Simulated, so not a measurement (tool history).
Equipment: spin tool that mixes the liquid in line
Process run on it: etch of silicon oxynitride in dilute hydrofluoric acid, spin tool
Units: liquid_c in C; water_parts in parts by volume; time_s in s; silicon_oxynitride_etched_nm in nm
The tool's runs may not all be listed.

| run | hour | liquid_c | water_parts | time_s | silicon_oxynitride_etched_nm |
|---|---|---|---|---|---|
| 1 | 0 | 20 | 95 | 270 | 5.4551 |
| 2 | 1.2 | 21.5 | 95 | 270 | 5.7904 |
| 3 | 8.1 | 21.5 | 95 | 290 | 6.3208 |
| 4 | 11.8 | 21.5 | 95 | 270 | 5.8084 |
| 5 | 14.3 | 21.5 | 95 | 270 | 5.8426 |
| 6 | 20.9 | 22.5 | 95 | 270 | 6.1556 |

Run 7 has not been measured yet. What should we expect?
| 7 | 23 | 23.5 | 95 | 270 | ? |

silicon_oxynitride_etched_nm: 6.3727 nm
